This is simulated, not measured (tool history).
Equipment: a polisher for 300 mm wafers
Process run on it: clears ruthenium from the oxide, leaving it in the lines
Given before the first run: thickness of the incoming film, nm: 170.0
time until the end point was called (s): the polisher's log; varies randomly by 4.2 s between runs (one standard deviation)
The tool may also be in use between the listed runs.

run  hour  flow of slurry (ml/min)  pressure of the wafer on the pad (psi)  speed of the pad under the wafer (m/s)  overpolish time after the end point (s)  time until the end point was called (s)
  1     0                      255                                     2.2                                     1.1                                       50                                   155.99
  2   1.4                      255                                       2                                    1.06                                       50                                    170.2
  3   6.9                      255                                       2                                    1.28                                       50                                   145.98
  4   9.4                      250                                     1.8                                    1.18                                       50                                   168.49
  5  14.8                      250                                     1.6                                    1.08                                       50                                    200.8
  6  21.2                      250                                       2                                    1.08                                       50                                   166.64
  7  22.3                      250                                     1.8                                       1                                       50                                   193.08
  8  23.5                      250                                     1.6                                    0.94                                       50                                   226.78
  9  26.8                      250                                     1.5                                    0.92                                       50                                   235.46
 10  29.3                      250                                     1.4                                    0.88                                       50                                   265.46
 11  32.8                      250                                     1.3                                    0.88                                       50                                   278.58
 12    40                      250                                     1.2                                    0.88                                       50                                      286

Run 13 is up next; what results do you expect?
     46.9  -- slurry nozzle cleaned
 13  46.9                      250                                     1.2                                    0.86                                       50                                        ?

time until the end point was called (s): 281.69

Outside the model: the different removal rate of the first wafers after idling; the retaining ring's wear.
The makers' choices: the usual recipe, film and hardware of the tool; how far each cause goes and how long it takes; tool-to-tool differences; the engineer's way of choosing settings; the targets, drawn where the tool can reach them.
